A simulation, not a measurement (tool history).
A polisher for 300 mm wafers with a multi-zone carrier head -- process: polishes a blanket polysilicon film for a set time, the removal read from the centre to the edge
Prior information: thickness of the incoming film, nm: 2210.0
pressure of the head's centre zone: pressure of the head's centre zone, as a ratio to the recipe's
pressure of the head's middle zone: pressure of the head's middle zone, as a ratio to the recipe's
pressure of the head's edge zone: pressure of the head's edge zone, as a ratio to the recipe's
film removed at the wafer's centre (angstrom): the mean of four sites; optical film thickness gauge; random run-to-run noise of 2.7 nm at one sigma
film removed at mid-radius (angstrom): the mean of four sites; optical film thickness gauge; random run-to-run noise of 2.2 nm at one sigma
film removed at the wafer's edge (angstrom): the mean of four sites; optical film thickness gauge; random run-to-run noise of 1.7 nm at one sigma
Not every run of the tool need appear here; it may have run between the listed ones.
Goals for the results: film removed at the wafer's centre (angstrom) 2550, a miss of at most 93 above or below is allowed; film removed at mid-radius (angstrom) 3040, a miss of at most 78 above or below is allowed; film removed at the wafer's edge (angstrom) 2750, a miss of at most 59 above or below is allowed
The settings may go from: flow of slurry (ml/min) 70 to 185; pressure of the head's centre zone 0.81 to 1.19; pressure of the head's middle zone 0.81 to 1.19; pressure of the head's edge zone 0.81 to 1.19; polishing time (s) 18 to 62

run,hour,flow of slurry (ml/min),pressure of the head's centre zone,pressure of the head's middle zone,pressure of the head's edge zone,polishing time (s),film removed at the wafer's centre (angstrom),film removed at mid-radius (angstrom),film removed at the wafer's edge (angstrom)
1,0,120,1,1,1,40,2634.9,2613.7,2604.2
2,2.4,130,0.97,1.02,1,40,2635.9,2727.3,2652.7
3,8.9,130,0.89,1.02,1,40,2428,2707.2,2659.1
4,17.6,130,0.89,1.02,1,33,1994,2224.1,2168
5,20.9,145,0.89,1.02,1,33,2010.9,2293.5,2227.9
6,24.2,155,0.92,1.06,1.04,34,2178.2,2480.9,2352.1
7,31.2,160,0.93,1.09,1.07,35,2271.4,2620.2,2492.2
8,39.5,165,0.94,1.11,1.08,35,2311.5,2657.5,2486.2
9,44.3,170,0.94,1.13,1.09,36,2444.7,2779.4,2545.4
10,52.8,175,0.93,1.14,1.11,36,2432.2,2827.7,2606.3
11,54.1,175,0.93,1.15,1.12,36,2391.3,2877.3,2614
12,59,175,0.94,1.16,1.13,36,2439.6,2827.1,2639.4
13,62.7,175,0.94,1.17,1.13,36,2394.8,2866.1,2661.9

Which single option among these 4 for the next run brings every result within its allowed miss of target? Just one does.
A,66.4,185,1.07,1.14,1.09,36,?,?,?
B,66.4,180,0.88,1.19,1.03,37,?,?,?
C,66.4,175,0.95,1.19,1.15,37,?,?,?
D,66.4,160,0.93,1.15,1.19,39,?,?,?

move,film removed at the wafer's centre (angstrom),film removed at mid-radius (angstrom),film removed at the wafer's edge (angstrom)
A,2840.1,2871.4,2605.2
B,2385.8,3047.9,2593
C,2563.6,3031.8,2731.4
D,2597,3056.8,2898
A: misses by more than the last run did
B: brings the last run's worst result on target, with another outside its allowed miss
C: every result lands within tolerance
D: brings the last run's worst result on target, with another outside its allowed miss
The move that meets every target is C.

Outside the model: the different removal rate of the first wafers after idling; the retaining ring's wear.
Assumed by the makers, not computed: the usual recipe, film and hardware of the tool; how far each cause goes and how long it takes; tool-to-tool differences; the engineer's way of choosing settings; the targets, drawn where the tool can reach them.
